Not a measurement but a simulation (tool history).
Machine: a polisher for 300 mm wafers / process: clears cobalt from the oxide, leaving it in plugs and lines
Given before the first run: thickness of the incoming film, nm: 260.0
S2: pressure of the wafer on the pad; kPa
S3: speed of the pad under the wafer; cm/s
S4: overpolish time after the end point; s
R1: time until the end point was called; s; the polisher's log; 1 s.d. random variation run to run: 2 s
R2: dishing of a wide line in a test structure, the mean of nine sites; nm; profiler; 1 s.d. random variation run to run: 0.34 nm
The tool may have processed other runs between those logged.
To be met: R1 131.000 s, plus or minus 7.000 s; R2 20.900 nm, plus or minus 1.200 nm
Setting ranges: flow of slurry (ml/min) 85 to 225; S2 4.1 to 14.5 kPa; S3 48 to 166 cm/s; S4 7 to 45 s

Run 1, hour 0.0: flow of slurry (ml/min) 145, S2 9.0 kPa, S3 106 cm/s, S4 23 s. Result: R1 78.631 s, R2 20.587 nm.
Run 2, hour 5.6: flow of slurry (ml/min) 165, S2 9.0 kPa, S3 106 cm/s, S4 23 s. Result: R1 77.925 s, R2 20.074 nm.
Run 3, hour 14.3: flow of slurry (ml/min) 165, S2 9.0 kPa, S3 106 cm/s, S4 19 s. Result: R1 76.596 s, R2 20.432 nm.
Run 4, hour 18.0: flow of slurry (ml/min) 165, S2 9.0 kPa, S3 106 cm/s, S4 11 s. Result: R1 77.738 s, R2 17.411 nm.
Run 5, hour 18.7: flow of slurry (ml/min) 195, S2 9.0 kPa, S3 106 cm/s, S4 11 s. Result: R1 76.740 s, R2 17.622 nm.
Run 6, hour 19.4: flow of slurry (ml/min) 195, S2 9.0 kPa, S3 106 cm/s, S4 7 s. Result: R1 75.321 s, R2 13.709 nm.
Run 7, hour 23.9: flow of slurry (ml/min) 185, S2 8.3 kPa, S3 106 cm/s, S4 10 s. Result: R1 82.477 s, R2 16.104 nm.
Run 8, hour 27.9: flow of slurry (ml/min) 180, S2 7.6 kPa, S3 106 cm/s, S4 13 s. Result: R1 89.962 s, R2 17.032 nm.
Run 9, hour 29.2: flow of slurry (ml/min) 175, S2 6.9 kPa, S3 106 cm/s, S4 15 s. Result: R1 101.730 s, R2 17.333 nm.

5 candidate next runs follow, results not yet known. Just one meets every target within its allowed miss. Identify it.
Run A, hour 30.5: flow of slurry (ml/min) 150, S2 6.2 kPa, S3 98 cm/s, S4 30 s. Result: R1 ?, R2 ?.
Run B, hour 30.5: flow of slurry (ml/min) 165, S2 6.9 kPa, S3 78 cm/s, S4 33 s. Result: R1 ?, R2 ?.
Run C, hour 30.5: flow of slurry (ml/min) 170, S2 6.2 kPa, S3 104 cm/s, S4 29 s. Result: R1 ?, R2 ?.
Run D, hour 30.5: flow of slurry (ml/min) 170, S2 9.0 kPa, S3 128 cm/s, S4 12 s. Result: R1 ?, R2 ?.
Run E, hour 30.5: flow of slurry (ml/min) 195, S2 6.2 kPa, S3 98 cm/s, S4 29 s. Result: R1 ?, R2 ?.

move       R1      R2
   A  116.830  20.555
   B  126.490  20.673
   C  108.950  20.657
   D   63.620  18.854
   E  112.670  20.564
A: better than the last run, though not everything is in spec
B: in spec on every target
C: better than the last run, though not everything is in spec
D: further off than the last run
E: better than the last run, though not everything is in spec
B is the move that brings every result within its allowed miss.
